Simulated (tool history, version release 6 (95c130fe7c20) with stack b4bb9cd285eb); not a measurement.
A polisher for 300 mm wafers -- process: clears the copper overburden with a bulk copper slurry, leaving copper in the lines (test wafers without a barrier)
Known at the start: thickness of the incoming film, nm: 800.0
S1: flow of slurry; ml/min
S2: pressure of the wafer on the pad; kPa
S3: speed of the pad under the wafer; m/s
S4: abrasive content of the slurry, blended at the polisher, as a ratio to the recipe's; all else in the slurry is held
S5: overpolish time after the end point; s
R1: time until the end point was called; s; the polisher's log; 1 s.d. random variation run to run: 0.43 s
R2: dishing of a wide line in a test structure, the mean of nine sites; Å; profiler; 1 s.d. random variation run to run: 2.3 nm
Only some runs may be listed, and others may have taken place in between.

| run | hour | S1 | S2 | S3 | S4 | S5 | R1 | R2 |
|---|---|---|---|---|---|---|---|---|
| 1 | 0 | 300 | 20.7 | 1.32 | 1 | 28 | 60.22 | 984.68 |
| 2 | 5 | 300 | 22.1 | 1.36 | 1 | 27 | 55.214 | 1005.4 |
| 3 | 8.2 | 300 | 23.4 | 1.4 | 1 | 26 | 50.92 | 1033.2 |
| 4 | 12.1 | 300 | 23.4 | 1.4 | 1 | 16 | 50.783 | 909.03 |
| 5 | 18.1 | 300 | 23.4 | 1.4 | 1 | 22 | 49.451 | 987.15 |
| 6 | 24.3 | 300 | 24.1 | 1.42 | 1 | 22 | 50.523 | 1021.1 |

What does the tool deliver on the next run?
| 7 | 28.7 | 305 | 24.8 | 1.5 | 1 | 20 | ? | ? |

R1: 45.334 s
R2: 1012.3 Å

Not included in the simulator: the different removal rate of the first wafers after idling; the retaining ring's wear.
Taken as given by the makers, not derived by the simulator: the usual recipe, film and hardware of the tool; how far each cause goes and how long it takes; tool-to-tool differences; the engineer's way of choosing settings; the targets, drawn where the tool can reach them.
